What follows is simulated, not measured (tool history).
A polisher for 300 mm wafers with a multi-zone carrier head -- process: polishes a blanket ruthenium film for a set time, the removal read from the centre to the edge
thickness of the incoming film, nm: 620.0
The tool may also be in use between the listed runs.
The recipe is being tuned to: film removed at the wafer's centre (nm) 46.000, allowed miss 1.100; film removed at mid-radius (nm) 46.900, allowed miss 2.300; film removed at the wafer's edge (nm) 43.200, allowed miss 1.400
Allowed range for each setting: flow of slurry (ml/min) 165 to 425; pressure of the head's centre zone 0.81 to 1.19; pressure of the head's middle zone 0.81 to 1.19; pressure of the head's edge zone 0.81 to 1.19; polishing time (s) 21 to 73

run  hour  flow of slurry (ml/min)  pressure of the head's centre zone  pressure of the head's middle zone  pressure of the head's edge zone  polishing time (s)  film removed at the wafer's centre (nm)  film removed at mid-radius (nm)  film removed at the wafer's edge (nm)
  1   0.0                      275                                1.00                                1.00                              1.00                  47                                   38.554                           40.944                                 40.023
  2   1.9                      280                                1.01                                1.01                              1.01                  47                                   39.024                           40.816                                 40.894
  3   5.6                      280                                1.01                                1.01                              1.01                  38                                   31.440                           32.998                                 33.547
  4  14.3                      285                                1.03                                1.03                              1.01                  39                                   32.932                           33.901                                 33.942
  5  18.7                      285                                1.09                                1.03                              1.01                  39                                   34.222                           35.321                                 34.065
  6  22.2                      285                                1.15                                1.03                              1.01                  39                                   35.363                           34.633                                 33.733
  7  30.6                      290                                1.15                                1.04                              1.02                  40                                   36.577                           36.241                                 34.982
  8  38.3                      295                                1.15                                1.05                              1.03                  41                                   37.035                           37.301                                 35.997
  9  45.3                      300                                1.15                                1.05                              1.03                  42                                   38.912                           38.524                                 37.414
 10  51.7                      310                                1.15                                1.06                              1.03                  42                                   38.803                           37.956                                 37.701
 11  54.6                      285                                1.19                                1.16                              1.02                  50                                   46.152                           49.846                                 43.281

Which one of the following 4 next-run settings gets every result inside its allowed miss? There is exactly one.
  A  57.5                      205                                1.13                                1.19                              1.05                  52                                        ?                                ?                                      ?
  B  57.5                      315                                1.19                                1.19                              0.87                  51                                        ?                                ?                                      ?
  C  57.5                      250                                1.17                                1.03                              1.15                  50                                        ?                                ?                                      ?
  D  57.5                      255                                1.13                                1.05                              0.94                  52                                        ?                                ?                                      ?

move  film removed at the wafer's centre (nm)  film removed at mid-radius (nm)  film removed at the wafer's edge (nm)
   A                                   44.892                           50.515                                 44.632
   B                                   48.449                           52.321                                 41.726
   C                                   45.571                           44.148                                 46.001
   D                                   46.431                           46.808                                 43.389
A: the biggest miss grows against the last run
B: the biggest miss grows against the last run
C: takes the biggest miss from the last run beyond its target
D: each result inside its tolerance
Answer: D
